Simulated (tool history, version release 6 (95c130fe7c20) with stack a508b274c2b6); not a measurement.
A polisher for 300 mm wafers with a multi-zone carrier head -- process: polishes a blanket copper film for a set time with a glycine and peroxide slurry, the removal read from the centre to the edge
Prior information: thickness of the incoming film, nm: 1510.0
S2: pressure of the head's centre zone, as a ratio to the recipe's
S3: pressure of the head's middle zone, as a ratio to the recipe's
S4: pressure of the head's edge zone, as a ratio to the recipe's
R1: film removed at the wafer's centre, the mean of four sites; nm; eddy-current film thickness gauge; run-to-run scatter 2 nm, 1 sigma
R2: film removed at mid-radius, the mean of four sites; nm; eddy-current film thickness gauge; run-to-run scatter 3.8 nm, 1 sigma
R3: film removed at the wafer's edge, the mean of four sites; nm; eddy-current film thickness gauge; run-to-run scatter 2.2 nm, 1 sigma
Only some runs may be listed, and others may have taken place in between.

run 1 hour=0.0 | flow_of_slurry_(ml/min)=220 S2=1.00 S3=1.00 S4=1.00 polishing_time_(s)=61 | R1=265.51 R2=254.23 R3=261.24
run 2 hour=3.9 | flow_of_slurry_(ml/min)=220 S2=1.00 S3=1.00 S4=1.08 polishing_time_(s)=61 | R1=263.39 R2=257.07 R3=276.65
run 3 hour=10.8 | flow_of_slurry_(ml/min)=215 S2=0.98 S3=1.01 S4=1.09 polishing_time_(s)=61 | R1=259.10 R2=255.30 R3=273.30
run 4 hour=12.4 | flow_of_slurry_(ml/min)=170 S2=0.98 S3=1.01 S4=1.09 polishing_time_(s)=61 | R1=244.51 R2=242.84 R3=268.50
run 5 hour=13.0 | flow_of_slurry_(ml/min)=210 S2=0.98 S3=1.01 S4=1.09 polishing_time_(s)=61 | R1=256.46 R2=253.90 R3=276.45
run 6 hour=14.6 | flow_of_slurry_(ml/min)=205 S2=0.96 S3=1.03 S4=1.10 polishing_time_(s)=61 | R1=247.66 R2=256.57 R3=276.77
run 7 hour=22.5 | flow_of_slurry_(ml/min)=200 S2=0.95 S3=1.04 S4=1.11 polishing_time_(s)=61 | R1=249.56 R2=255.68 R3=277.86

Expected results for the next run?
run 8 hour=30.3 | flow_of_slurry_(ml/min)=195 S2=0.93 S3=1.06 S4=1.12 polishing_time_(s)=61 | R1=? R2=? R3=?

{"run 8": {"R1": 237.93, "R2": 262.81, "R3": 277.28}}

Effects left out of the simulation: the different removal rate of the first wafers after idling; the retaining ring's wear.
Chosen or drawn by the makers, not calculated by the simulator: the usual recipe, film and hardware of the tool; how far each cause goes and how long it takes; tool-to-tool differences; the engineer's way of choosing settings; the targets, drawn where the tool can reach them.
